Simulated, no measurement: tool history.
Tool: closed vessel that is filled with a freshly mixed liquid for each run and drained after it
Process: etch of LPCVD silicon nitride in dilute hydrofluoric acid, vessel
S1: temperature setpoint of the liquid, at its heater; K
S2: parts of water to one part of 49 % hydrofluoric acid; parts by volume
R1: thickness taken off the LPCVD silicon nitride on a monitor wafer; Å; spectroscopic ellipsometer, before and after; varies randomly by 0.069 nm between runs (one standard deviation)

{"run": 1, "hour": 0.0, "S1": 298.15, "S2": 145, "time in the liquid (s)": 2890, "R1": 112.36}
{"run": 2, "hour": 3.8, "S1": 298.15, "S2": 145, "time in the liquid (s)": 2890, "R1": 117.44}
{"run": 3, "hour": 6.2, "S1": 298.15, "S2": 145, "time in the liquid (s)": 3095, "R1": 123.58}
{"run": 4, "hour": 8.9, "S1": 295.15, "S2": 145, "time in the liquid (s)": 3095, "R1": 101.71}
{"run": 5, "hour": 12.3, "S1": 293.65, "S2": 145, "time in the liquid (s)": 3095, "R1": 90.522}
{"run": 6, "hour": 13.9, "S1": 292.65, "S2": 145, "time in the liquid (s)": 3095, "R1": 85.907}
{"run": 7, "hour": 20.5, "S1": 291.65, "S2": 145, "time in the liquid (s)": 3095, "R1": 78.956}

The next listed run, before its measurement:
{"run": 8, "hour": 29.0, "S1": 291.15, "S2": 145, "time in the liquid (s)": 3095, "R1": "?"}

R1: 78.415 Å

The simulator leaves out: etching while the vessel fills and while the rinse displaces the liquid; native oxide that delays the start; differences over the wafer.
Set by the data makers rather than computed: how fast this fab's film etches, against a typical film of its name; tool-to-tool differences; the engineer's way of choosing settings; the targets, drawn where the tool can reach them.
